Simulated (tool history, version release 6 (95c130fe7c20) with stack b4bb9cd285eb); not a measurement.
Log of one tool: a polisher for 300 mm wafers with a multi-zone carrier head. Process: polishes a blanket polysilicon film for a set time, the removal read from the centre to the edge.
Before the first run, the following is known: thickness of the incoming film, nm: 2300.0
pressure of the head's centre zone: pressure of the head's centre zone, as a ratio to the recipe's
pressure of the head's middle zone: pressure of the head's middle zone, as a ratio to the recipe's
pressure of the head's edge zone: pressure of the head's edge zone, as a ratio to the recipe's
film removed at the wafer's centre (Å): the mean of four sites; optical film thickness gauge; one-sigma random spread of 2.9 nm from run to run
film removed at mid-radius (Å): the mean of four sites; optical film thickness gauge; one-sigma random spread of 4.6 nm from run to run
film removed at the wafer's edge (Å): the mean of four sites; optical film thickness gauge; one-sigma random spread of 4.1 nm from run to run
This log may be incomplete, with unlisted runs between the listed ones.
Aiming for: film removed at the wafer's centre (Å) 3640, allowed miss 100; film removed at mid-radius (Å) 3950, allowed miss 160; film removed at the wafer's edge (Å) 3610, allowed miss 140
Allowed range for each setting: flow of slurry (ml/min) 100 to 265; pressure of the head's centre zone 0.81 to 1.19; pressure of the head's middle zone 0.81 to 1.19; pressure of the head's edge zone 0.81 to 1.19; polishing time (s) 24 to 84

run,hour,flow of slurry (ml/min),pressure of the head's centre zone,pressure of the head's middle zone,pressure of the head's edge zone,polishing time (s),film removed at the wafer's centre (Å),film removed at mid-radius (Å),film removed at the wafer's edge (Å)
1,0,170,1,1,1,54,2807.4,2840.9,2781.1
2,3.6,170,0.96,1,1,54,2766.2,2794.2,2801
3,4.6,170,0.96,1,1,43,2158.6,2245.7,2171.7
4,8.5,145,0.96,1,1,43,2121,2156.2,2166.1
5,13.9,145,0.91,1,1,43,2041.4,2104.1,2182.6
6,20.2,160,0.91,1,1,43,2050.7,2190.5,2230.7
7,22.7,175,0.94,1.02,1.02,48,2421.2,2530.2,2506.5
8,31.6,185,0.95,1.06,1.05,51,2597.2,2795,2679.7
9,38.6,195,0.96,1.07,1.06,54,2822.5,3058.4,2915.3
10,42.4,195,0.96,1.07,1.06,54,2826.2,3005.8,2969.2

Below are 5 possible settings for the next run. Only one of them brings all results inside the allowed miss of their targets. Which is it?
A,46.2,185,0.86,1.04,1.15,73,?,?,?
B,46.2,235,0.96,1.09,0.99,67,?,?,?
C,46.2,195,0.87,1.15,1.09,71,?,?,?
D,46.2,175,1.04,1.19,0.95,55,?,?,?
E,46.2,210,0.94,1.07,1.15,70,?,?,?

move,film removed at the wafer's centre (Å),film removed at mid-radius (Å),film removed at the wafer's edge (Å)
A,3421,3981.7,4147.6
B,3603,3940.3,3625.4
C,3396.7,4257.4,3944.6
D,3024.6,3333.1,2817.7
E,3630.7,3989.1,4035.1
A: moves toward the targets from the last run without getting all of them in spec
B: in spec on every target
C: moves toward the targets from the last run without getting all of them in spec
D: moves toward the targets from the last run without getting all of them in spec
E: brings the last run's worst result on target, with another outside its allowed miss
B meets every target.

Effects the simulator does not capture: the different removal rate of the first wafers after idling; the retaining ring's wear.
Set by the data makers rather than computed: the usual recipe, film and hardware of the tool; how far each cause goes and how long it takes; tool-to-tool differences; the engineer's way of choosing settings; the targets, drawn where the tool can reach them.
